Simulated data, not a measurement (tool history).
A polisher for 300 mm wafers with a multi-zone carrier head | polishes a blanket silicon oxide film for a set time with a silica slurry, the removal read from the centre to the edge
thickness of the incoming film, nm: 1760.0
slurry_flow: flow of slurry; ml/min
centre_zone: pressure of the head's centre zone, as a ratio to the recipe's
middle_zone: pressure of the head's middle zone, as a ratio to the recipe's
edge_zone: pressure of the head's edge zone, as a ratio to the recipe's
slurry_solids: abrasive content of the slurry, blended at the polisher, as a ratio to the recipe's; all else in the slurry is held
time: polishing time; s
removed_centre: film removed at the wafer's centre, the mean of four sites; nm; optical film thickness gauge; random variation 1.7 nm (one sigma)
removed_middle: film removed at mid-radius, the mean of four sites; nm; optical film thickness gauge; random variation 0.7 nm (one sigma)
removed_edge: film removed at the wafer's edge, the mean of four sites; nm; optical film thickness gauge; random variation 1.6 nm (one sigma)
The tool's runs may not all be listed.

run  hour  slurry_flow  centre_zone  middle_zone  edge_zone  slurry_solids  time  removed_centre  removed_middle  removed_edge
  1     0          125            1            1          1              1    31          99.233          99.352        100.82
  2   6.1          135         1.02         0.97       1.06            1.1    31          108.17          102.32        107.39
  3   8.1          135         1.02         0.97       1.13            1.1    31           106.4          103.68        112.15
  4    17          165         1.02         0.97       1.13            1.1    31          111.44           106.4        114.08
  5  18.4          165         1.02         0.97       1.13           0.95    31          104.44            99.8        105.85
  6  23.8          155         1.04         0.94       1.14            1.1    31          113.83          104.06        111.05
  7  32.1          140         1.03          0.9       1.16            1.2    31          112.14          101.39         115.5

Forecast run 8:
  8  35.3          140         1.04         0.87       1.17            1.3    31               ?               ?             ?

removed_centre: 117.4 nm
removed_middle: 101.35 nm
removed_edge: 122.29 nm
